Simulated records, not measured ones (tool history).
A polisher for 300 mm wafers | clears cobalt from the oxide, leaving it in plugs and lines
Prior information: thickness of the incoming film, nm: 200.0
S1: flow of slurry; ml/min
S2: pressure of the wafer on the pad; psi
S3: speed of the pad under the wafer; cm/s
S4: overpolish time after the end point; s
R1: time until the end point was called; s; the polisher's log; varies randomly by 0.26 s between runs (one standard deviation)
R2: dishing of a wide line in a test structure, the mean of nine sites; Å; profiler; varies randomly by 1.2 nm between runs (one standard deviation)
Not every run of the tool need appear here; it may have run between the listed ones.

{"run": 1, "hour": 0.0, "S1": 155, "S2": 2.5, "S3": 84, "S4": 22, "R1": 34.202, "R2": 442.23}
{"run": 2, "hour": 1.4, "S1": 160, "S2": 2.9, "S3": 84, "S4": 21, "R1": 29.923, "R2": 481.25}
{"run": 3, "hour": 2.0, "S1": 160, "S2": 3.2, "S3": 86, "S4": 17, "R1": 26.482, "R2": 436.54}
{"run": 4, "hour": 6.1, "S1": 160, "S2": 3.4, "S3": 86, "S4": 18, "R1": 25.034, "R2": 454.66}
{"run": 5, "hour": 7.5, "S1": 160, "S2": 3.4, "S3": 68, "S4": 18, "R1": 30.942, "R2": 425.78}
{"run": 6, "hour": 13.0, "S1": 160, "S2": 3.4, "S3": 68, "S4": 15, "R1": 31.866, "R2": 406.37}
{"run": 7, "hour": 18.3, "S1": 165, "S2": 3.6, "S3": 74, "S4": 17, "R1": 26.754, "R2": 457.37}
{"run": 8, "hour": 21.1, "S1": 165, "S2": 3.6, "S3": 74, "S4": 17, "R1": 26.625, "R2": 434.39}
{"run": 9, "hour": 26.3, "S1": 170, "S2": 3.7, "S3": 78, "S4": 18, "R1": 24.619, "R2": 462.14}
{"run": 10, "hour": 27.8, "S1": 170, "S2": 3.8, "S3": 82, "S4": 18, "R1": 23.942, "R2": 476.05}
{"run": 11, "hour": 32.3, "S1": 170, "S2": 3.8, "S3": 82, "S4": 18, "R1": 23.007, "R2": 482.55}
{"run": 12, "hour": 34.0, "S1": 170, "S2": 3.8, "S3": 84, "S4": 18, "R1": 22.675, "R2": 474.4}
{"run": 13, "hour": 37.9, "S1": 170, "S2": 3.8, "S3": 86, "S4": 18, "R1": 21.973, "R2": 477.96}
{"run": 14, "hour": 44.7, "S1": 170, "S2": 3.8, "S3": 88, "S4": 18, "R1": 21.775, "R2": 492.12}

Forecast run 15:
{"run": 15, "hour": 51.5, "S1": 170, "S2": 3.8, "S3": 90, "S4": 18, "R1": "?", "R2": "?"}

Run 15 yielded R1 21.259 s, R2 493.34 Å.

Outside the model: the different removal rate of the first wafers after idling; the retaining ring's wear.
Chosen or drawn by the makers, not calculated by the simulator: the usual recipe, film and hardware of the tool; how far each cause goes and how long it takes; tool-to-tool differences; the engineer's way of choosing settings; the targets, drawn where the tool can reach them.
